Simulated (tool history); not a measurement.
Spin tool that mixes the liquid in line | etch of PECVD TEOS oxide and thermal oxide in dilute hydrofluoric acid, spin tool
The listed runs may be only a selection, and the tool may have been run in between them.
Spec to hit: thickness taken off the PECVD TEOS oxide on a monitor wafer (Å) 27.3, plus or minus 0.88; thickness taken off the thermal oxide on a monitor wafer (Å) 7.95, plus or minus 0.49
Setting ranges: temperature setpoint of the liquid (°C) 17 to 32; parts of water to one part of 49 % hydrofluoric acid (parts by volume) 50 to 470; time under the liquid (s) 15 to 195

run,hour,temperature setpoint of the liquid (°C),parts of water to one part of 49 % hydrofluoric acid (parts by volume),time under the liquid (s),thickness taken off the PECVD TEOS oxide on a monitor wafer (Å),thickness taken off the thermal oxide on a monitor wafer (Å)
1,0,24,260,100,55.822,16.672
2,5.7,27.5,260,100,62.311,18.198
3,14,26.5,275,100,56.802,16.756
4,21.6,25.5,290,100,50.695,14.672
5,30.2,24.5,300,100,47.833,13.782
6,34.8,24.5,360,100,37.125,10.948
7,38.8,24,365,100,36.515,10.707
8,44.8,24,365,100,35.57,10.283
9,48.9,23.5,365,100,35.487,10.218
10,54.3,23,370,100,33.443,10.004
11,59,23,375,100,32.98,9.6806
12,64,22.5,375,100,33.139,9.4782
13,66,22.5,380,100,32.228,9.1391
14,71.3,22.5,385,100,31.727,9.1107
15,73.9,22,385,100,31.304,9.3755
16,79.4,22.5,420,100,28.801,8.4139

Which one of the following 4 next-run settings gets every result inside its allowed miss? There is exactly one.
A,84.9,21.5,375,85,?,?
B,84.9,17,90,20,?,?
C,84.9,19,370,100,?,?
D,84.9,23,370,90,?,?

move,thickness taken off the PECVD TEOS oxide on a monitor wafer (Å),thickness taken off the thermal oxide on a monitor wafer (Å)
A,26.819,7.7144
B,28.95,8.3272
C,29.42,8.4626
D,30.426,8.7519
A: in spec on every target
B: its largest miss is bigger than the last run's
C: its largest miss is bigger than the last run's
D: its largest miss is bigger than the last run's
The move that meets every target is A.

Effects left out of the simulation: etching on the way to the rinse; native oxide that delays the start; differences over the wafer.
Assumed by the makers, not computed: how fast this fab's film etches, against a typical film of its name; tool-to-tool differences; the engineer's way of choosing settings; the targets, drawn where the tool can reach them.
